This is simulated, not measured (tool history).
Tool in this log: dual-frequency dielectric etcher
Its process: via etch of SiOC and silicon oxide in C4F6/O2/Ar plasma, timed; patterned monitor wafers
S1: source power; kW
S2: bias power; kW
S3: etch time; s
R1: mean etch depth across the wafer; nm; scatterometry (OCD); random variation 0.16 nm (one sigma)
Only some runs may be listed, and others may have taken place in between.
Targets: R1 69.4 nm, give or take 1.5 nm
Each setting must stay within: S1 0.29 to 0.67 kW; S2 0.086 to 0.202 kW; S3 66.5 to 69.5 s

run    day    S1     S2    S3      R1
  1      0  0.48  0.144  66.5  77.184
  2  0.067  0.46  0.142  66.5  75.094
  3  0.117  0.44  0.141  66.5  73.671
  4  0.479  0.44  0.141  66.5  73.271
  5  0.767  0.44  0.154  66.5  75.827
  6  0.858  0.44  0.154  66.5  75.759
  7  1.221  0.42  0.153  66.5  73.791
  8  1.325  0.42  0.153  66.5  73.986
  9  1.467  0.34  0.147  66.5  65.646

Exactly one of the 4 candidate moves below puts every result within its allowed miss. Which one?
  A  1.608  0.32  0.161  69.5   ?
  B  1.608  0.43  0.129    68   ?
  C  1.608   0.4  0.145    68   ?
  D  1.608  0.39   0.16  66.5   ?

move      R1
   A  68.733
   B  71.909
   C  72.324
   D  72.343
A: every result within its allowed miss
B: takes the biggest miss from the last run beyond its target
C: takes the biggest miss from the last run beyond its target
D: takes the biggest miss from the last run beyond its target
A meets every target.
